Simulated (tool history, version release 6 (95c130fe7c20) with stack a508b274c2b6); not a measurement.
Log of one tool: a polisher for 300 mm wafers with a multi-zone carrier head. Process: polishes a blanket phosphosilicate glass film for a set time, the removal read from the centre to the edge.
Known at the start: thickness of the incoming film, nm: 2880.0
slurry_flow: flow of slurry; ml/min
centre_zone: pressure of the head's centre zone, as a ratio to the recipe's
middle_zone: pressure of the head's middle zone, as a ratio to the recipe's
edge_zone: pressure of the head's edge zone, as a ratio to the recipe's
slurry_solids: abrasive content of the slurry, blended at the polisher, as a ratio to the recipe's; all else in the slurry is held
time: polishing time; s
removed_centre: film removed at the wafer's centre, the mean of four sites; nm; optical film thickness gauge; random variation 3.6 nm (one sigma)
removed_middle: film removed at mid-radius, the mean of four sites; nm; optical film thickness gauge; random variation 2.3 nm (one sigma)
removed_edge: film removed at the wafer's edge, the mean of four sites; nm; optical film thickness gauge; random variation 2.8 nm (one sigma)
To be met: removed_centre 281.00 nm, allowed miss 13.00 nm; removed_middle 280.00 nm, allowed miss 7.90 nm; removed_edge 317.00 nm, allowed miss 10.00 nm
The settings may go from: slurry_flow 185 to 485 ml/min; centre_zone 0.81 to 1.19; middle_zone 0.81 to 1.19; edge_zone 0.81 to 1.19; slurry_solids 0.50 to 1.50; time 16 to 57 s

run,hour,slurry_flow,centre_zone,middle_zone,edge_zone,slurry_solids,time,removed_centre,removed_middle,removed_edge
1,0.0,310,1.00,1.00,1.00,1.00,36,214.96,212.84,220.27
2,3.9,310,1.00,1.00,1.04,1.15,37,231.03,231.85,238.30
3,11.7,310,1.00,0.96,1.04,1.15,37,229.00,225.69,242.39
4,15.2,310,1.07,0.96,1.04,1.15,37,246.84,223.11,243.83
5,20.8,310,1.05,0.95,1.07,1.25,38,253.83,233.08,259.96
6,28.8,310,1.03,0.95,1.09,1.30,39,259.96,243.69,272.86
7,31.9,315,1.02,0.95,1.11,1.35,40,261.21,254.27,287.74
8,36.5,320,1.03,0.96,1.13,1.40,40,273.05,257.17,289.67
9,44.7,320,1.02,0.96,1.13,1.45,41,280.11,262.06,305.06
10,49.3,320,1.01,0.97,1.13,1.45,41,276.26,265.51,303.31
11,56.0,320,1.00,0.98,1.13,1.45,41,280.11,267.11,303.45
12,57.7,320,0.99,0.99,1.14,1.45,41,272.24,270.89,303.39
13,64.5,320,0.99,0.99,1.15,1.45,41,274.37,274.25,304.74

4 next moves are on the table. One of them brings every result within its allowed miss. Which?
A,71.3,315,1.00,0.99,1.19,1.50,42,?,?,?
B,71.3,390,1.09,0.99,1.06,1.25,43,?,?,?
C,71.3,290,0.96,0.83,1.12,1.50,45,?,?,?
D,71.3,345,1.00,1.12,1.12,1.45,39,?,?,?

move,removed_centre,removed_middle,removed_edge
A,276.59,283.15,317.55
B,298.55,279.59,294.40
C,281.52,259.99,328.38
D,256.87,291.57,284.24
A: meets every target
B: further off than the last run
C: takes the result that was furthest off past its target
D: further off than the last run
Move A is the one to make.
